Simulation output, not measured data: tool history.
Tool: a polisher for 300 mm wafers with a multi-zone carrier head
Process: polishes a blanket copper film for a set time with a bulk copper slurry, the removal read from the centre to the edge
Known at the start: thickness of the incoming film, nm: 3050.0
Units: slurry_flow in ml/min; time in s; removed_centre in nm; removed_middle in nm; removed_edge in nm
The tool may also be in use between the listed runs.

Run 1, hour 0: slurry_flow 190 ml/min, centre_zone 1, middle_zone 1, edge_zone 1, slurry_solids 1, time 72 s. Result: removed_centre 848.24 nm, removed_middle 884.04 nm, removed_edge 859.44 nm.
Run 2, hour 3.2: slurry_flow 190 ml/min, centre_zone 1, middle_zone 1, edge_zone 1, slurry_solids 0.9, time 72 s. Result: removed_centre 842.52 nm, removed_middle 867.86 nm, removed_edge 843.6 nm.
Run 3, hour 11.3: slurry_flow 185 ml/min, centre_zone 1.01, middle_zone 1, edge_zone 0.96, slurry_solids 0.8, time 72 s. Result: removed_centre 835.55 nm, removed_middle 846.95 nm, removed_edge 806.87 nm.
Run 4, hour 15.2: slurry_flow 180 ml/min, centre_zone 1.01, middle_zone 1, edge_zone 0.93, slurry_solids 0.75, time 72 s. Result: removed_centre 803.38 nm, removed_middle 840.59 nm, removed_edge 778.25 nm.
Run 5, hour 23.7: slurry_flow 175 ml/min, centre_zone 1.03, middle_zone 1, edge_zone 0.9, slurry_solids 0.7, time 72 s. Result: removed_centre 823.15 nm, removed_middle 830.01 nm, removed_edge 777.37 nm.
Run 6, hour 29.8: slurry_flow 175 ml/min, centre_zone 1.03, middle_zone 1.05, edge_zone 0.9, slurry_solids 0.7, time 72 s. Result: removed_centre 827.95 nm, removed_middle 853.42 nm, removed_edge 767.62 nm.
Run 7, hour 31.7: slurry_flow 170 ml/min, centre_zone 1.04, middle_zone 1.05, edge_zone 0.88, slurry_solids 0.65, time 72 s. Result: removed_centre 797.93 nm, removed_middle 841.61 nm, removed_edge 758.33 nm.
Run 8, hour 37.6: slurry_flow 170 ml/min, centre_zone 1.04, middle_zone 1.05, edge_zone 0.88, slurry_solids 0.65, time 72 s. Result: removed_centre 814.98 nm, removed_middle 852.61 nm, removed_edge 742.86 nm.

The next listed run, before its measurement:
Run 9, hour 45.8: slurry_flow 165 ml/min, centre_zone 1.05, middle_zone 1.04, edge_zone 0.87, slurry_solids 0.6, time 72 s. Result: removed_centre ?, removed_middle ?, removed_edge ?.

{"run 9": {"removed_centre": 812.44, "removed_middle": 819.35, "removed_edge": 736.14}}
